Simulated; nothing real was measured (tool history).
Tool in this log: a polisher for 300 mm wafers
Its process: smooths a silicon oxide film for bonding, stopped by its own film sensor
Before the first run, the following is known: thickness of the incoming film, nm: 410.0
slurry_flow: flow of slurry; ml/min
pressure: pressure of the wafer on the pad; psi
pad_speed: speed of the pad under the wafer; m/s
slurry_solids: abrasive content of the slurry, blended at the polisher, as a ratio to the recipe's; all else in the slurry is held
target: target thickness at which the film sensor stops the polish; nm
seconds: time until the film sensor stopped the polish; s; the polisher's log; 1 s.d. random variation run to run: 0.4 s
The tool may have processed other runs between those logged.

{"run": 1, "hour": 0.0, "slurry_flow": 280, "pressure": 2.2, "pad_speed": 0.88, "slurry_solids": 1, "target": 384, "seconds": 36.305}
{"run": 2, "hour": 3.5, "slurry_flow": 280, "pressure": 2.2, "pad_speed": 0.88, "slurry_solids": 1, "target": 384, "seconds": 36.689}
{"run": 3, "hour": 5.6, "slurry_flow": 280, "pressure": 1.8, "pad_speed": 0.88, "slurry_solids": 1, "target": 384, "seconds": 43.94}
{"run": 4, "hour": 13.9, "slurry_flow": 280, "pressure": 1.8, "pad_speed": 0.88, "slurry_solids": 1, "target": 387, "seconds": 38.604}
{"run": 5, "hour": 14.6, "slurry_flow": 280, "pressure": 1.2, "pad_speed": 0.88, "slurry_solids": 1, "target": 387, "seconds": 57.23}
{"run": 6, "hour": 22.6, "slurry_flow": 250, "pressure": 1.2, "pad_speed": 0.88, "slurry_solids": 1, "target": 387, "seconds": 56.341}
{"run": 7, "hour": 26.5, "slurry_flow": 250, "pressure": 1.3, "pad_speed": 0.88, "slurry_solids": 1, "target": 387, "seconds": 54.167}
{"run": 8, "hour": 30.9, "slurry_flow": 250, "pressure": 1.4, "pad_speed": 0.88, "slurry_solids": 1, "target": 387, "seconds": 49.103}
{"run": 9, "hour": 33.7, "slurry_flow": 250, "pressure": 1.5, "pad_speed": 0.88, "slurry_solids": 1, "target": 387, "seconds": 46.4}
{"run": 10, "hour": 38.3, "slurry_flow": 250, "pressure": 1.6, "pad_speed": 0.88, "slurry_solids": 1, "target": 387, "seconds": 44.383}
{"run": 11, "hour": 40.3, "slurry_flow": 250, "pressure": 1.7, "pad_speed": 0.88, "slurry_solids": 1, "target": 387, "seconds": 41.725}

For run 12, what comes out?
{"run": 12, "hour": 42.2, "slurry_flow": 250, "pressure": 1.8, "pad_speed": 0.88, "slurry_solids": 1, "target": 387, "seconds": "?"}

seconds: 38.354 s
